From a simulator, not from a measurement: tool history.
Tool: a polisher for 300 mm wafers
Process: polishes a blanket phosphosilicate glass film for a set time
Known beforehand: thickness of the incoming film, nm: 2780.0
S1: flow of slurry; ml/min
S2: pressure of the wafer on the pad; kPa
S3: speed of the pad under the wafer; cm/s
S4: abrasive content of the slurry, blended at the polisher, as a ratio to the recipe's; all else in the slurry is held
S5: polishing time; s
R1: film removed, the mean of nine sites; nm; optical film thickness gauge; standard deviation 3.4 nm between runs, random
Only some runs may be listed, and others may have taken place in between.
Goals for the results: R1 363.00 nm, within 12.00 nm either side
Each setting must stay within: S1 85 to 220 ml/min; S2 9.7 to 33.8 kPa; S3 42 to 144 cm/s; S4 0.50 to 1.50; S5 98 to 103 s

Run 1, hour 0.0: S1 140 ml/min, S2 21.4 kPa, S3 92 cm/s, S4 1.00, S5 98 s. Result: R1 630.95 nm.
Run 2, hour 5.6: S1 140 ml/min, S2 21.4 kPa, S3 102 cm/s, S4 1.00, S5 98 s. Result: R1 683.82 nm.
Run 3, hour 10.7: S1 140 ml/min, S2 21.4 kPa, S3 92 cm/s, S4 1.00, S5 98 s. Result: R1 632.23 nm.
Run 4, hour 11.7: S1 140 ml/min, S2 21.4 kPa, S3 92 cm/s, S4 1.00, S5 98 s. Result: R1 638.49 nm.
Run 5, hour 14.4: S1 140 ml/min, S2 21.4 kPa, S3 92 cm/s, S4 1.10, S5 98 s. Result: R1 656.87 nm.
Run 6, hour 16.8: S1 140 ml/min, S2 21.4 kPa, S3 116 cm/s, S4 1.10, S5 98 s. Result: R1 761.01 nm.
Run 7, hour 18.5: S1 115 ml/min, S2 15.2 kPa, S3 90 cm/s, S4 1.05, S5 98 s. Result: R1 464.93 nm.
Run 8, hour 22.4: S1 115 ml/min, S2 14.5 kPa, S3 90 cm/s, S4 1.05, S5 98 s. Result: R1 453.32 nm.
Run 9, hour 25.8: S1 115 ml/min, S2 13.8 kPa, S3 90 cm/s, S4 1.05, S5 98 s. Result: R1 436.66 nm.
Run 10, hour 34.1: S1 115 ml/min, S2 13.1 kPa, S3 90 cm/s, S4 1.05, S5 98 s. Result: R1 412.09 nm.
Run 11, hour 43.1: S1 115 ml/min, S2 13.1 kPa, S3 90 cm/s, S4 1.05, S5 98 s. Result: R1 420.89 nm.
Run 12, hour 46.1: S1 115 ml/min, S2 12.4 kPa, S3 90 cm/s, S4 1.05, S5 98 s. Result: R1 403.18 nm.
Run 13, hour 47.2: S1 115 ml/min, S2 11.7 kPa, S3 90 cm/s, S4 1.05, S5 98 s. Result: R1 387.79 nm.

Exactly one of the 5 candidate moves below puts every result within its allowed miss. Which one?
Run A, hour 48.3: S1 95 ml/min, S2 14.5 kPa, S3 86 cm/s, S4 1.05, S5 103 s. Result: R1 ?.
Run B, hour 48.3: S1 105 ml/min, S2 12.4 kPa, S3 88 cm/s, S4 1.05, S5 103 s. Result: R1 ?.
Run C, hour 48.3: S1 120 ml/min, S2 15.9 kPa, S3 76 cm/s, S4 0.85, S5 103 s. Result: R1 ?.
Run D, hour 48.3: S1 115 ml/min, S2 12.4 kPa, S3 82 cm/s, S4 0.95, S5 98 s. Result: R1 ?.
Run E, hour 48.3: S1 110 ml/min, S2 13.8 kPa, S3 88 cm/s, S4 0.95, S5 103 s. Result: R1 ?.

move      R1
   A  437.79
   B  408.34
   C  426.80
   D  366.72
   E  430.03
A: misses by more than the last run did
B: misses by more than the last run did
C: misses by more than the last run did
D: each result inside its tolerance
E: misses by more than the last run did
Answer: D
